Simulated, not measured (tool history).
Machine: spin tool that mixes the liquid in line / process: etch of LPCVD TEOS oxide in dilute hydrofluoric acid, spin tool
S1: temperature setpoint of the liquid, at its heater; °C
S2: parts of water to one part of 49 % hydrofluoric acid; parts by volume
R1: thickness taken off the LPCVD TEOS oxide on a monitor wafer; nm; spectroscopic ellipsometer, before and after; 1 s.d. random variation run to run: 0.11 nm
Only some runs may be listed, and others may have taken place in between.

run 1 hour=0 | S1=23 S2=125 time_under_the_liquid_(s)=75 | R1=15.768
run 2 hour=4.2 | S1=21.5 S2=125 time_under_the_liquid_(s)=75 | R1=15.032
run 3 hour=9.3 | S1=21.5 S2=125 time_under_the_liquid_(s)=75 | R1=14.665
run 4 hour=13.4 | S1=21.5 S2=125 time_under_the_liquid_(s)=75 | R1=14.712
run 5 hour=15.6 | S1=20.5 S2=125 time_under_the_liquid_(s)=75 | R1=14.383
run 6 hour=16.8 | S1=20.5 S2=125 time_under_the_liquid_(s)=55 | R1=10.492
run 7 hour=21.5 | S1=21 S2=125 time_under_the_liquid_(s)=55 | R1=10.654
run 8 hour=30.4 | S1=21.5 S2=125 time_under_the_liquid_(s)=55 | R1=10.757

The next listed run, before its measurement:
run 9 hour=37.9 | S1=22 S2=125 time_under_the_liquid_(s)=55 | R1=?

R1: 10.911 nm
